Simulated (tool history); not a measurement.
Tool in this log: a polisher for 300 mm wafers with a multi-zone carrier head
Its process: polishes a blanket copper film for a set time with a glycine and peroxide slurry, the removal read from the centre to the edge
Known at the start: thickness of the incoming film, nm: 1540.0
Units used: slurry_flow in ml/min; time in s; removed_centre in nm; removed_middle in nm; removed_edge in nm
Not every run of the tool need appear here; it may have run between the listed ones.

run,hour,slurry_flow,centre_zone,middle_zone,edge_zone,time,removed_centre,removed_middle,removed_edge
1,0.0,220,1.00,1.00,1.00,48,266.33,266.89,270.73
2,3.1,220,1.03,1.00,1.00,48,276.99,267.28,273.86
3,3.7,220,1.10,1.00,1.00,48,289.80,265.28,269.73
4,8.9,215,1.07,1.00,1.01,48,288.80,262.29,269.69
5,15.4,215,1.07,1.00,1.01,56,328.81,306.29,310.75
6,24.4,215,1.07,1.04,1.01,56,330.25,313.50,319.41
7,25.5,210,1.04,1.04,1.01,55,318.98,309.90,312.88
8,28.6,175,0.94,1.02,1.10,45,228.25,245.79,263.04

For run 9, what comes out?
9,36.2,175,0.93,1.03,1.10,45,?,?,?

removed_centre: 221.72 nm
removed_middle: 242.23 nm
removed_edge: 256.48 nm
